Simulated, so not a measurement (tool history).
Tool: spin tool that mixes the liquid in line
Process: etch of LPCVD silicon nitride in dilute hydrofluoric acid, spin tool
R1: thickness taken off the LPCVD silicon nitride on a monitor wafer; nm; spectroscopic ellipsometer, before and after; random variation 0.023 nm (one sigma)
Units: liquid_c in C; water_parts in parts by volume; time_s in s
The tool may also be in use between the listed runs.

run 1 day=0 | liquid_c=25 water_parts=85 time_s=290 | R1=1.5019
run 2 day=0.371 | liquid_c=24 water_parts=90 time_s=290 | R1=1.3441
run 3 day=0.733 | liquid_c=22 water_parts=90 time_s=290 | R1=1.1461
run 4 day=0.821 | liquid_c=22 water_parts=75 time_s=290 | R1=1.4415
run 5 day=0.954 | liquid_c=21.5 water_parts=80 time_s=290 | R1=1.2883
run 6 day=1.146 | liquid_c=21.5 water_parts=90 time_s=290 | R1=1.1566

Run 7 comes next. What will it give?
run 7 day=1.167 | liquid_c=21 water_parts=90 time_s=290 | R1=?

R1: 1.088 nm
